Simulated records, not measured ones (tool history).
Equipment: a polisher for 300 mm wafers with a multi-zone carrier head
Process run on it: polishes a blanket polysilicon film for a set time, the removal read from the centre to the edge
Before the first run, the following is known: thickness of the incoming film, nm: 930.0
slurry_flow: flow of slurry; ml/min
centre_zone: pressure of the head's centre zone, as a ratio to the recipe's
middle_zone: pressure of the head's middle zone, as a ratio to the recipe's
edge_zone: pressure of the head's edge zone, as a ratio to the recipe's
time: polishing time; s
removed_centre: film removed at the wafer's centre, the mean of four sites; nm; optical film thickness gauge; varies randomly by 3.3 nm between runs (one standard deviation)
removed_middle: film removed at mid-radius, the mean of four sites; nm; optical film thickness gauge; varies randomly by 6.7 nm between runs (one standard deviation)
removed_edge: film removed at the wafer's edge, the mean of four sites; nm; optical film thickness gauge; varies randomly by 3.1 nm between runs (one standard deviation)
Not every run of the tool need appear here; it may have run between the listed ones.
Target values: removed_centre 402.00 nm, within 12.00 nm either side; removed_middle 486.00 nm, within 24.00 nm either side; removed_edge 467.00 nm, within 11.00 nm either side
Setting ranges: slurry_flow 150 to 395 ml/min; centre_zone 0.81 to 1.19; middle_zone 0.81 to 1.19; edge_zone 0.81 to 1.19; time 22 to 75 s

run  hour  slurry_flow  centre_zone  middle_zone  edge_zone  time  removed_centre  removed_middle  removed_edge
  1   0.0          250         1.00         1.00       1.00    48          376.04          378.59        383.36
  2   1.6          250         1.00         1.00       0.92    48          371.41          365.74        369.74
  3  10.6          250         1.00         0.93       0.92    48          372.85          354.02        371.89
  4  11.4          250         1.00         0.90       0.92    48          371.25          355.81        374.98
  5  12.9          250         1.00         0.90       0.92    42          327.75          304.31        324.39
  6  21.5          250         1.00         0.87       0.92    42          329.71          289.31        326.22
  7  23.2          255         0.97         0.94       0.97    46          351.03          345.88        362.05
  8  24.9          255         0.94         0.98       1.01    49          353.12          387.29        393.93
  9  26.6          270         0.94         1.01       1.05    50          365.12          392.81        407.16
 10  32.3          270         0.94         1.01       1.05    50          368.29          397.74        413.34
 11  37.3          265         0.94         1.06       1.08    51          378.06          426.51        425.45
 12  44.0          270         0.94         1.09       1.11    52          380.44          438.94        441.68
 13  51.0          280         0.95         1.12       1.12    52          391.39          451.55        445.00

Consider the 5 candidate settings below. Which is the only one whose results all fall within their allowed miss of target?
  A  58.0          285         0.90         1.09       1.04    57               ?               ?             ?
  B  58.0          240         0.85         0.94       1.19    56               ?               ?             ?
  C  58.0          235         0.88         0.96       1.19    56               ?               ?             ?
  D  58.0          295         0.90         1.11       1.19    56               ?               ?             ?
  E  58.0          320         0.89         1.19       1.04    57               ?               ?             ?

move  removed_centre  removed_middle  removed_edge
   A          402.86          497.41        466.83
   B          364.64          422.25        481.68
   C          376.47          428.46        480.51
   D          397.49          498.11        489.72
   E          403.94          542.93        470.52
A: meets every target
B: the result that was furthest off in the last run now lies on the other side of its target
C: the result that was furthest off in the last run now lies on the other side of its target
D: the result that was furthest off in the last run now lies on the other side of its target
E: meets the target for the result that was furthest off, but another lies outside its allowed miss
The move that meets every target is A.

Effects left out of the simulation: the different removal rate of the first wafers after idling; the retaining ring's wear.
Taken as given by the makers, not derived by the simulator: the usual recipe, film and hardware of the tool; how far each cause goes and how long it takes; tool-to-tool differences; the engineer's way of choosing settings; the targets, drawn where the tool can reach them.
